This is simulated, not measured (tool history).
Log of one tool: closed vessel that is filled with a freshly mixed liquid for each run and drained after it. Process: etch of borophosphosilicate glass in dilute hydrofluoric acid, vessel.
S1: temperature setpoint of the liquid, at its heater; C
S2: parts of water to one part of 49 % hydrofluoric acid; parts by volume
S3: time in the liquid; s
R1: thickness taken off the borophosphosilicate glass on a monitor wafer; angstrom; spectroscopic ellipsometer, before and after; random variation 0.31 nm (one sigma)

{"run": 1, "hour": 0.0, "S1": 20, "S2": 160, "S3": 100, "R1": 222.8}
{"run": 2, "hour": 5.8, "S1": 22, "S2": 125, "S3": 100, "R1": 319.3}
{"run": 3, "hour": 11.3, "S1": 23.5, "S2": 125, "S3": 100, "R1": 339.02}
{"run": 4, "hour": 17.1, "S1": 20.5, "S2": 125, "S3": 100, "R1": 302.67}
{"run": 5, "hour": 20.8, "S1": 20.5, "S2": 100, "S3": 100, "R1": 387.55}
{"run": 6, "hour": 25.9, "S1": 22, "S2": 85, "S3": 100, "R1": 490.51}
{"run": 7, "hour": 35.1, "S1": 23.5, "S2": 75, "S3": 100, "R1": 602.96}
{"run": 8, "hour": 39.7, "S1": 24.5, "S2": 70, "S3": 100, "R1": 678.54}
{"run": 9, "hour": 46.9, "S1": 25.5, "S2": 70, "S3": 100, "R1": 700.94}
{"run": 10, "hour": 48.3, "S1": 25.5, "S2": 70, "S3": 100, "R1": 703.71}
{"run": 11, "hour": 57.2, "S1": 26, "S2": 70, "S3": 100, "R1": 721.99}
{"run": 12, "hour": 64.6, "S1": 26.5, "S2": 70, "S3": 100, "R1": 731.27}
{"run": 13, "hour": 70.7, "S1": 28, "S2": 50, "S3": 100, "R1": 1117.6}
{"run": 14, "hour": 73.5, "S1": 27, "S2": 50, "S3": 100, "R1": 1079.3}
{"run": 15, "hour": 81.8, "S1": 26, "S2": 50, "S3": 100, "R1": 1034.7}
{"run": 16, "hour": 87.8, "S1": 25, "S2": 50, "S3": 100, "R1": 994.3}
{"run": 17, "hour": 89.4, "S1": 24, "S2": 50, "S3": 100, "R1": 955.14}
{"run": 18, "hour": 91.5, "S1": 23, "S2": 50, "S3": 100, "R1": 916.27}

The next listed run, before its measurement:
{"run": 19, "hour": 94.8, "S1": 22.5, "S2": 50, "S3": 100, "R1": "?"}

R1: 894.96 angstrom
